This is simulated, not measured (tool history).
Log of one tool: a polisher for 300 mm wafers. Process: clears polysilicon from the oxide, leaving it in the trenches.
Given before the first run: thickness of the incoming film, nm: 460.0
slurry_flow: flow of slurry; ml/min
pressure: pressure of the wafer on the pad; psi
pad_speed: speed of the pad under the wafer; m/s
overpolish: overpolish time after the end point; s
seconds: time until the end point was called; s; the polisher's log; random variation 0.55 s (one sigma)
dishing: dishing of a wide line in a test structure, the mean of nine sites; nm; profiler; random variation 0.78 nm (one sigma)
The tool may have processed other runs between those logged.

run,day,slurry_flow,pressure,pad_speed,overpolish,seconds,dishing
1,0,175,2.1,0.86,21,48.099,52.141
2,0.075,135,2.1,0.86,21,48.648,52.142
3,0.408,135,2.1,1.04,21,41.742,54.026
4,0.679,135,1.6,1.04,21,54.888,51.475
5,0.833,135,1.6,0.94,21,60.388,49.194
6,0.879,135,1.6,1.12,21,50.972,51.573
7,1.112,135,1.7,1.12,20,48.624,52.355
8,1.296,135,1.8,1.12,19,44.55,51.924

Run 9, settings as shown, results not yet in. Your forecast:
9,1.567,135,1.9,1.12,19,?,?

seconds: 42.626 s
dishing: 52.237 nm
